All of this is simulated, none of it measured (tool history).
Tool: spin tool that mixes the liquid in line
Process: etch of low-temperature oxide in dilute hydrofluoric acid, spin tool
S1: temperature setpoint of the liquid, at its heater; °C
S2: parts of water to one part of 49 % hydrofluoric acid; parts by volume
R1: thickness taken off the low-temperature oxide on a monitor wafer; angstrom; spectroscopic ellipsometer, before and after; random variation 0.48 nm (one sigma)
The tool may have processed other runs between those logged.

{"run": 1, "hour": 0.0, "S1": 20, "S2": 220, "time under the liquid (s)": 285, "R1": 157.44}
{"run": 2, "hour": 7.7, "S1": 20, "S2": 170, "time under the liquid (s)": 285, "R1": 218.24}
{"run": 3, "hour": 8.4, "S1": 20, "S2": 170, "time under the liquid (s)": 285, "R1": 217.85}
{"run": 4, "hour": 16.8, "S1": 21, "S2": 155, "time under the liquid (s)": 285, "R1": 250.06}
{"run": 5, "hour": 19.5, "S1": 22, "S2": 145, "time under the liquid (s)": 285, "R1": 289.58}
{"run": 6, "hour": 26.8, "S1": 22, "S2": 100, "time under the liquid (s)": 285, "R1": 439.88}
{"run": 7, "hour": 32.5, "S1": 22.5, "S2": 100, "time under the liquid (s)": 285, "R1": 443.16}
{"run": 8, "hour": 39.2, "S1": 23, "S2": 100, "time under the liquid (s)": 285, "R1": 454.23}
{"run": 9, "hour": 43.7, "S1": 23.5, "S2": 100, "time under the liquid (s)": 285, "R1": 463.38}

What does the tool deliver on the next run?
{"run": 10, "hour": 49.1, "S1": 24, "S2": 100, "time under the liquid (s)": 285, "R1": "?"}

Run 10 measured R1 464.79 angstrom.
